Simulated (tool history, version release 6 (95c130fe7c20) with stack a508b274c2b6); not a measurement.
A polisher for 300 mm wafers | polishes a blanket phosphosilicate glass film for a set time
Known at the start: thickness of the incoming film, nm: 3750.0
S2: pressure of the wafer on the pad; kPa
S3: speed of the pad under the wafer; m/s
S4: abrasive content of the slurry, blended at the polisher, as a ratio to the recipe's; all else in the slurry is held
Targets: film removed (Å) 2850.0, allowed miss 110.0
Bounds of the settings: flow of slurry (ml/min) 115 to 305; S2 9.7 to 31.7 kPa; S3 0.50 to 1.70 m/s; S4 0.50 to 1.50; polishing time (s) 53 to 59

Run 1, hour 0.0: flow of slurry (ml/min) 195, S2 20.7 kPa, S3 1.10 m/s, S4 1.00, polishing time (s) 59. Result: film removed (Å) 4898.1.
Run 2, hour 5.6: flow of slurry (ml/min) 195, S2 22.8 kPa, S3 1.10 m/s, S4 1.00, polishing time (s) 59. Result: film removed (Å) 5379.4.
Run 3, hour 11.3: flow of slurry (ml/min) 195, S2 20.0 kPa, S3 1.08 m/s, S4 1.00, polishing time (s) 59. Result: film removed (Å) 4761.6.
Run 4, hour 14.8: flow of slurry (ml/min) 240, S2 20.0 kPa, S3 1.08 m/s, S4 1.00, polishing time (s) 59. Result: film removed (Å) 4822.5.
Run 5, hour 21.2: flow of slurry (ml/min) 205, S2 20.0 kPa, S3 1.08 m/s, S4 1.00, polishing time (s) 59. Result: film removed (Å) 4761.0.
Run 6, hour 28.7: flow of slurry (ml/min) 205, S2 20.0 kPa, S3 1.18 m/s, S4 1.00, polishing time (s) 59. Result: film removed (Å) 5079.2.
Run 7, hour 33.9: flow of slurry (ml/min) 205, S2 17.2 kPa, S3 1.14 m/s, S4 1.00, polishing time (s) 59. Result: film removed (Å) 4426.9.
Run 8, hour 36.1: flow of slurry (ml/min) 205, S2 15.2 kPa, S3 1.10 m/s, S4 1.00, polishing time (s) 59. Result: film removed (Å) 3676.6.
Run 9, hour 39.4: flow of slurry (ml/min) 205, S2 13.8 kPa, S3 1.10 m/s, S4 1.00, polishing time (s) 59. Result: film removed (Å) 3370.6.
Run 10, hour 42.1: flow of slurry (ml/min) 205, S2 13.1 kPa, S3 1.10 m/s, S4 1.00, polishing time (s) 59. Result: film removed (Å) 3215.2.
Run 11, hour 50.5: flow of slurry (ml/min) 205, S2 12.4 kPa, S3 1.10 m/s, S4 1.00, polishing time (s) 59. Result: film removed (Å) 3085.4.

Which of these 5 next moves meets every target?
Run A, hour 58.9: flow of slurry (ml/min) 215, S2 11.7 kPa, S3 1.12 m/s, S4 0.95, polishing time (s) 59. Result: film removed (Å) ?.
Run B, hour 58.9: flow of slurry (ml/min) 145, S2 15.2 kPa, S3 1.24 m/s, S4 0.90, polishing time (s) 56. Result: film removed (Å) ?.
Run C, hour 58.9: flow of slurry (ml/min) 205, S2 13.8 kPa, S3 1.20 m/s, S4 1.00, polishing time (s) 55. Result: film removed (Å) ?.
Run D, hour 58.9: flow of slurry (ml/min) 210, S2 15.2 kPa, S3 1.24 m/s, S4 0.85, polishing time (s) 56. Result: film removed (Å) ?.
Run E, hour 58.9: flow of slurry (ml/min) 210, S2 11.7 kPa, S3 1.18 m/s, S4 1.05, polishing time (s) 59. Result: film removed (Å) ?.

move  film removed (Å)
   A            2909.6
   B            3609.8
   C            3386.1
   D            3686.7
   E            3126.2
A: meets every target
B: further off than the last run
C: further off than the last run
D: further off than the last run
E: further off than the last run
Move A is the one to make.
